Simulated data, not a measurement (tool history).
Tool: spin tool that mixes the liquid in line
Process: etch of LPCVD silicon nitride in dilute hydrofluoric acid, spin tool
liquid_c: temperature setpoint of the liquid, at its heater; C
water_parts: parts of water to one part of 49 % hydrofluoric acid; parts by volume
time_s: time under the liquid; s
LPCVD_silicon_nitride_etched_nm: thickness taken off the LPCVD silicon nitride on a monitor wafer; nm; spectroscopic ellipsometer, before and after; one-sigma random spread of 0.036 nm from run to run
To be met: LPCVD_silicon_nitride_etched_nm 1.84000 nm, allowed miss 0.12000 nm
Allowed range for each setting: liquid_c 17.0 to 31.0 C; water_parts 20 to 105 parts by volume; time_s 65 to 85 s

| run | day | liquid_c | water_parts | time_s | LPCVD_silicon_nitride_etched_nm |
|---|---|---|---|---|---|
| 1 | 0.000 | 23.0 | 55 | 85 | 0.89578 |
| 2 | 0.354 | 23.0 | 40 | 85 | 1.20710 |
| 3 | 0.679 | 23.0 | 40 | 85 | 1.20360 |
| 4 | 0.950 | 19.5 | 40 | 85 | 0.94274 |
| 5 | 1.133 | 21.5 | 40 | 85 | 1.07350 |
| 6 | 1.488 | 21.5 | 55 | 85 | 0.79071 |
| 7 | 1.638 | 23.5 | 50 | 85 | 1.00720 |
| 8 | 1.821 | 25.0 | 50 | 85 | 1.10330 |
| 9 | 2.092 | 26.0 | 50 | 85 | 1.21220 |
| 10 | 2.317 | 27.0 | 50 | 85 | 1.25250 |
| 11 | 2.471 | 27.0 | 50 | 85 | 1.29510 |
| 12 | 2.625 | 28.0 | 50 | 85 | 1.31780 |
| 13 | 2.842 | 28.5 | 50 | 85 | 1.42490 |
| 14 | 3.212 | 29.0 | 50 | 85 | 1.46100 |
| 15 | 3.342 | 29.5 | 50 | 85 | 1.46970 |
| 16 | 3.696 | 31.0 | 40 | 85 | 2.03290 |
| 17 | 3.871 | 30.5 | 40 | 85 | 1.94650 |

4 candidate next runs follow, results not yet known. Just one meets every target within its allowed miss. Identify it.
| A | 4.046 | 31.0 | 40 | 75 | ? |
| B | 4.046 | 21.5 | 20 | 85 | ? |
| C | 4.046 | 28.5 | 25 | 65 | ? |
| D | 4.046 | 31.0 | 35 | 80 | ? |

| move | LPCVD_silicon_nitride_etched_nm |
|---|---|
| A | 1.82280 |
| B | 2.13510 |
| C | 2.12180 |
| D | 2.21690 |
A: every result lands within tolerance
B: the biggest miss grows against the last run
C: the biggest miss grows against the last run
D: the biggest miss grows against the last run
Answer: A
